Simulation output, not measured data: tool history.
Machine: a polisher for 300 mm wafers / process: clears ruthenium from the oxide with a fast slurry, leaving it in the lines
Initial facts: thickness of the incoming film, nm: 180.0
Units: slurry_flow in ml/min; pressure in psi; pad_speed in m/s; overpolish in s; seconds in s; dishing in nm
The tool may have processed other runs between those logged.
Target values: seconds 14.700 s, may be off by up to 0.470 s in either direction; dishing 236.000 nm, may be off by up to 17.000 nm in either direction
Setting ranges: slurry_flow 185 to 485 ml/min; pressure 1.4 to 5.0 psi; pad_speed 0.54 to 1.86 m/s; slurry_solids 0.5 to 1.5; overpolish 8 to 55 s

run 1 hour=0.0 | slurry_flow=310 pressure=3.2 pad_speed=1.18 slurry_solids=1.0 overpolish=28 | seconds=31.950 dishing=121.710
run 2 hour=8.3 | slurry_flow=310 pressure=3.6 pad_speed=1.24 slurry_solids=1.0 overpolish=29 | seconds=26.507 dishing=139.710
run 3 hour=10.2 | slurry_flow=310 pressure=2.9 pad_speed=1.24 slurry_solids=1.0 overpolish=29 | seconds=33.204 dishing=115.990
run 4 hour=13.5 | slurry_flow=310 pressure=3.3 pad_speed=1.28 slurry_solids=1.0 overpolish=29 | seconds=28.428 dishing=131.920
run 5 hour=16.4 | slurry_flow=310 pressure=3.7 pad_speed=1.30 slurry_solids=1.0 overpolish=30 | seconds=25.199 dishing=144.530
run 6 hour=24.1 | slurry_flow=310 pressure=3.7 pad_speed=1.06 slurry_solids=1.0 overpolish=30 | seconds=30.365 dishing=131.130
run 7 hour=31.5 | slurry_flow=310 pressure=3.7 pad_speed=1.06 slurry_solids=1.0 overpolish=30 | seconds=29.997 dishing=125.280
run 8 hour=32.3 | slurry_flow=310 pressure=4.0 pad_speed=1.14 slurry_solids=1.0 overpolish=31 | seconds=26.222 dishing=148.860
run 9 hour=33.8 | slurry_flow=310 pressure=4.2 pad_speed=1.22 slurry_solids=1.0 overpolish=31 | seconds=23.447 dishing=156.310

Which single option among these 4 for the next run brings every result within its allowed miss of target? Just one does.
run A hour=35.3 | slurry_flow=210 pressure=3.4 pad_speed=0.72 slurry_solids=0.9 overpolish=38 | seconds=? dishing=?
run B hour=35.3 | slurry_flow=305 pressure=3.5 pad_speed=1.46 slurry_solids=0.7 overpolish=17 | seconds=? dishing=?
run C hour=35.3 | slurry_flow=195 pressure=5.0 pad_speed=1.50 slurry_solids=1.1 overpolish=38 | seconds=? dishing=?
run D hour=35.3 | slurry_flow=250 pressure=5.0 pad_speed=1.50 slurry_solids=1.3 overpolish=44 | seconds=? dishing=?

move=A seconds=51.370 dishing=108.020
move=B seconds=28.912 dishing=90.131
move=C seconds=16.563 dishing=214.500
move=D seconds=14.865 dishing=234.830
A: moves away from the targets compared with the last run
B: moves away from the targets compared with the last run
C: an improvement on the last run, though not all results are within tolerance
D: each result inside its tolerance
The right move is D.
